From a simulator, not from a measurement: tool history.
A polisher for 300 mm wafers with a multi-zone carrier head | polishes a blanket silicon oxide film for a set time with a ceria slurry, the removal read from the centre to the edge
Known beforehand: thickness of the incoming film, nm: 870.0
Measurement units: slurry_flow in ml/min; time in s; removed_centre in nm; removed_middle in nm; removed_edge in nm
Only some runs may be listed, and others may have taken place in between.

Run 1, hour 0.0: slurry_flow 320 ml/min, centre_zone 1.00, middle_zone 1.00, edge_zone 1.00, time 47 s. Result: removed_centre 345.92 nm, removed_middle 357.84 nm, removed_edge 340.13 nm.
Run 2, hour 0.6: slurry_flow 325 ml/min, centre_zone 1.04, middle_zone 1.03, edge_zone 1.03, time 52 s. Result: removed_centre 399.70 nm, removed_middle 402.99 nm, removed_edge 384.83 nm.
Run 3, hour 1.8: slurry_flow 365 ml/min, centre_zone 1.04, middle_zone 1.03, edge_zone 1.03, time 52 s. Result: removed_centre 400.31 nm, removed_middle 410.87 nm, removed_edge 392.54 nm.
Run 4, hour 4.4: slurry_flow 365 ml/min, centre_zone 1.04, middle_zone 1.03, edge_zone 1.03, time 46 s. Result: removed_centre 349.00 nm, removed_middle 363.47 nm, removed_edge 339.46 nm.
Run 5, hour 5.2: slurry_flow 370 ml/min, centre_zone 1.07, middle_zone 1.05, edge_zone 1.03, time 52 s. Result: removed_centre 404.64 nm, removed_middle 423.24 nm, removed_edge 388.23 nm.
Run 6, hour 8.6: slurry_flow 370 ml/min, centre_zone 1.10, middle_zone 1.05, edge_zone 1.03, time 52 s. Result: removed_centre 418.65 nm, removed_middle 409.98 nm, removed_edge 384.04 nm.
Run 7, hour 16.3: slurry_flow 370 ml/min, centre_zone 1.12, middle_zone 1.07, edge_zone 1.04, time 56 s. Result: removed_centre 471.42 nm, removed_middle 457.83 nm, removed_edge 421.96 nm.
Run 8, hour 17.7: slurry_flow 375 ml/min, centre_zone 1.13, middle_zone 1.08, edge_zone 1.06, time 59 s. Result: removed_centre 503.98 nm, removed_middle 488.04 nm, removed_edge 447.81 nm.
Run 9, hour 21.7: slurry_flow 380 ml/min, centre_zone 1.13, middle_zone 1.09, edge_zone 1.07, time 61 s. Result: removed_centre 520.39 nm, removed_middle 494.96 nm, removed_edge 462.75 nm.
Run 10, hour 23.2: slurry_flow 385 ml/min, centre_zone 1.13, middle_zone 1.10, edge_zone 1.07, time 63 s. Result: removed_centre 536.77 nm, removed_middle 529.28 nm, removed_edge 477.13 nm.
Run 11, hour 29.7: slurry_flow 385 ml/min, centre_zone 1.13, middle_zone 1.10, edge_zone 1.08, time 65 s. Result: removed_centre 562.35 nm, removed_middle 550.73 nm, removed_edge 494.82 nm.
Run 12, hour 31.9: slurry_flow 385 ml/min, centre_zone 1.13, middle_zone 1.10, edge_zone 1.09, time 66 s. Result: removed_centre 557.30 nm, removed_middle 541.23 nm, removed_edge 511.10 nm.

For run 13, what comes out?
Run 13, hour 40.4: slurry_flow 385 ml/min, centre_zone 1.14, middle_zone 1.11, edge_zone 1.09, time 67 s. Result: removed_centre ?, removed_middle ?, removed_edge ?.

removed_centre: 571.88 nm
removed_middle: 575.36 nm
removed_edge: 509.58 nm
